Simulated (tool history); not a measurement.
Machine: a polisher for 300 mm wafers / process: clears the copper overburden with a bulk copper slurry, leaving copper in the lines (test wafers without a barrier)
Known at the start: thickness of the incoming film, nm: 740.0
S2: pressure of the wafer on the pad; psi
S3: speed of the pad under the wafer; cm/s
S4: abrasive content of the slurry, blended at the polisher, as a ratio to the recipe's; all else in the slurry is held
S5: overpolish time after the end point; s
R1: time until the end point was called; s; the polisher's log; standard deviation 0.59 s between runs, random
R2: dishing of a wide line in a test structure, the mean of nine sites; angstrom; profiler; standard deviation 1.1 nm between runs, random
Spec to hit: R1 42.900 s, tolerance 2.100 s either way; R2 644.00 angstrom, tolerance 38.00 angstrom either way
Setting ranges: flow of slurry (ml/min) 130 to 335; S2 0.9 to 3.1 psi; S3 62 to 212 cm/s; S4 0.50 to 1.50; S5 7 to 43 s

run 1 hour=0.0 | flow_of_slurry_(ml/min)=215 S2=2.0 S3=136 S4=1.00 S5=22 | R1=70.352 R2=575.05
run 2 hour=8.5 | flow_of_slurry_(ml/min)=215 S2=2.0 S3=136 S4=0.80 S5=22 | R1=73.832 R2=576.57
run 3 hour=12.5 | flow_of_slurry_(ml/min)=215 S2=2.0 S3=170 S4=0.80 S5=22 | R1=63.547 R2=604.31
run 4 hour=17.7 | flow_of_slurry_(ml/min)=215 S2=2.2 S3=170 S4=0.80 S5=22 | R1=57.843 R2=594.16
run 5 hour=20.8 | flow_of_slurry_(ml/min)=215 S2=2.2 S3=170 S4=0.80 S5=27 | R1=58.121 R2=618.81
run 6 hour=24.5 | flow_of_slurry_(ml/min)=215 S2=2.2 S3=170 S4=0.95 S5=27 | R1=54.531 R2=626.50
run 7 hour=26.8 | flow_of_slurry_(ml/min)=215 S2=2.3 S3=170 S4=0.95 S5=27 | R1=51.396 R2=636.13
run 8 hour=29.9 | flow_of_slurry_(ml/min)=215 S2=2.4 S3=170 S4=0.95 S5=26 | R1=49.939 R2=650.73
run 9 hour=35.2 | flow_of_slurry_(ml/min)=215 S2=2.4 S3=172 S4=0.95 S5=24 | R1=50.336 R2=625.10
run 10 hour=42.2 | flow_of_slurry_(ml/min)=215 S2=2.5 S3=172 S4=0.95 S5=24 | R1=47.801 R2=643.88
run 11 hour=48.3 | flow_of_slurry_(ml/min)=215 S2=2.5 S3=172 S4=0.95 S5=23 | R1=49.434 R2=631.61
run 12 hour=50.6 | flow_of_slurry_(ml/min)=215 S2=2.6 S3=172 S4=0.95 S5=22 | R1=47.564 R2=647.50
run 13 hour=53.8 | flow_of_slurry_(ml/min)=215 S2=2.6 S3=174 S4=0.95 S5=21 | R1=45.945 R2=625.99

4 next moves are on the table. One of them brings every result within its allowed miss. Which?
run A hour=57.0 | flow_of_slurry_(ml/min)=215 S2=2.6 S3=192 S4=1.20 S5=18 | R1=? R2=?
run B hour=57.0 | flow_of_slurry_(ml/min)=210 S2=2.9 S3=156 S4=1.15 S5=22 | R1=? R2=?
run C hour=57.0 | flow_of_slurry_(ml/min)=225 S2=2.6 S3=206 S4=0.95 S5=19 | R1=? R2=?
run D hour=57.0 | flow_of_slurry_(ml/min)=245 S2=3.0 S3=192 S4=0.80 S5=15 | R1=? R2=?

move=A R1=38.955 R2=643.11
move=B R1=41.787 R2=660.26
move=C R1=38.966 R2=645.40
move=D R1=37.295 R2=649.79
A: takes the biggest miss from the last run beyond its target
B: every result lands within tolerance
C: takes the biggest miss from the last run beyond its target
D: takes the biggest miss from the last run beyond its target
The move that meets every target is B.
